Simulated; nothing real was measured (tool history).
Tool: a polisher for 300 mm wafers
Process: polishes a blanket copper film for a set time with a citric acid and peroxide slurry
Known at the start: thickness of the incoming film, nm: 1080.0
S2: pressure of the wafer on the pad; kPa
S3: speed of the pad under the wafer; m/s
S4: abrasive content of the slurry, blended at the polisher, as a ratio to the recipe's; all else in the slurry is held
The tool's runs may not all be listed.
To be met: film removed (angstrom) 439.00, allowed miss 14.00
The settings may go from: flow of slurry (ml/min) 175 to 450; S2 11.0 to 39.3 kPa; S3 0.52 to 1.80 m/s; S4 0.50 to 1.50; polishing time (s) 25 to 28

Run 1, hour 0.0: flow of slurry (ml/min) 290, S2 24.8 kPa, S3 1.16 m/s, S4 1.00, polishing time (s) 28. Result: film removed (angstrom) 796.80.
Run 2, hour 7.4: flow of slurry (ml/min) 290, S2 26.9 kPa, S3 1.16 m/s, S4 1.00, polishing time (s) 28. Result: film removed (angstrom) 848.33.
Run 3, hour 9.5: flow of slurry (ml/min) 290, S2 25.5 kPa, S3 1.14 m/s, S4 1.00, polishing time (s) 28. Result: film removed (angstrom) 805.06.
Run 4, hour 13.9: flow of slurry (ml/min) 290, S2 21.4 kPa, S3 1.14 m/s, S4 1.00, polishing time (s) 28. Result: film removed (angstrom) 679.06.
Run 5, hour 20.6: flow of slurry (ml/min) 290, S2 21.4 kPa, S3 1.14 m/s, S4 0.80, polishing time (s) 28. Result: film removed (angstrom) 643.96.
Run 6, hour 27.4: flow of slurry (ml/min) 350, S2 21.4 kPa, S3 1.14 m/s, S4 0.80, polishing time (s) 28. Result: film removed (angstrom) 663.10.
Run 7, hour 31.0: flow of slurry (ml/min) 350, S2 20.7 kPa, S3 1.14 m/s, S4 0.80, polishing time (s) 28. Result: film removed (angstrom) 628.11.
Run 8, hour 32.3: flow of slurry (ml/min) 350, S2 20.0 kPa, S3 1.14 m/s, S4 0.80, polishing time (s) 28. Result: film removed (angstrom) 621.36.
Run 9, hour 41.3: flow of slurry (ml/min) 350, S2 19.3 kPa, S3 1.14 m/s, S4 0.80, polishing time (s) 28. Result: film removed (angstrom) 591.53.
Run 10, hour 43.7: flow of slurry (ml/min) 350, S2 18.6 kPa, S3 1.14 m/s, S4 0.80, polishing time (s) 28. Result: film removed (angstrom) 577.53.
At hour 48.0: slurry nozzle cleaned.
Run 11, hour 48.0: flow of slurry (ml/min) 350, S2 17.9 kPa, S3 1.14 m/s, S4 0.80, polishing time (s) 28. Result: film removed (angstrom) 560.22.
Run 12, hour 52.8: flow of slurry (ml/min) 345, S2 11.0 kPa, S3 1.12 m/s, S4 0.80, polishing time (s) 28. Result: film removed (angstrom) 348.66.
Run 13, hour 55.2: flow of slurry (ml/min) 350, S2 11.0 kPa, S3 1.12 m/s, S4 0.80, polishing time (s) 28. Result: film removed (angstrom) 348.21.
Run 14, hour 61.1: flow of slurry (ml/min) 355, S2 11.0 kPa, S3 1.12 m/s, S4 0.80, polishing time (s) 28. Result: film removed (angstrom) 352.55.
Run 15, hour 69.1: flow of slurry (ml/min) 360, S2 11.0 kPa, S3 1.12 m/s, S4 0.80, polishing time (s) 28. Result: film removed (angstrom) 353.17.
Run 16, hour 74.0: flow of slurry (ml/min) 360, S2 11.0 kPa, S3 1.12 m/s, S4 0.80, polishing time (s) 28. Result: film removed (angstrom) 349.30.
Run 17, hour 76.0: flow of slurry (ml/min) 360, S2 17.9 kPa, S3 1.14 m/s, S4 0.80, polishing time (s) 28. Result: film removed (angstrom) 569.71.
Run 18, hour 77.8: flow of slurry (ml/min) 345, S2 17.9 kPa, S3 1.14 m/s, S4 0.80, polishing time (s) 28. Result: film removed (angstrom) 559.21.
Run 19, hour 83.7: flow of slurry (ml/min) 340, S2 17.9 kPa, S3 1.14 m/s, S4 0.80, polishing time (s) 28. Result: film removed (angstrom) 572.34.
Run 20, hour 90.7: flow of slurry (ml/min) 340, S2 17.2 kPa, S3 1.14 m/s, S4 0.80, polishing time (s) 28. Result: film removed (angstrom) 544.62.
Run 21, hour 96.7: flow of slurry (ml/min) 340, S2 16.5 kPa, S3 1.14 m/s, S4 0.80, polishing time (s) 28. Result: film removed (angstrom) 518.72.
Run 22, hour 102.5: flow of slurry (ml/min) 340, S2 15.2 kPa, S3 1.14 m/s, S4 0.80, polishing time (s) 28. Result: film removed (angstrom) 473.46.
Run 23, hour 108.1: flow of slurry (ml/min) 340, S2 14.5 kPa, S3 1.14 m/s, S4 0.80, polishing time (s) 28. Result: film removed (angstrom) 457.07.

4 next moves are on the table. One of them brings every result within its allowed miss. Which?
Run A, hour 113.7: flow of slurry (ml/min) 320, S2 15.2 kPa, S3 1.12 m/s, S4 0.85, polishing time (s) 28. Result: film removed (angstrom) ?.
Run B, hour 113.7: flow of slurry (ml/min) 325, S2 15.9 kPa, S3 1.10 m/s, S4 0.85, polishing time (s) 27. Result: film removed (angstrom) ?.
Run C, hour 113.7: flow of slurry (ml/min) 320, S2 17.2 kPa, S3 0.92 m/s, S4 0.85, polishing time (s) 27. Result: film removed (angstrom) ?.
Run D, hour 113.7: flow of slurry (ml/min) 370, S2 24.8 kPa, S3 0.74 m/s, S4 0.75, polishing time (s) 25. Result: film removed (angstrom) ?.

move  film removed (angstrom)
   A                   472.82
   B                   469.14
   C                   438.47
   D                   477.14
A: further off than the last run
B: further off than the last run
C: meets every target
D: further off than the last run
Answer: C
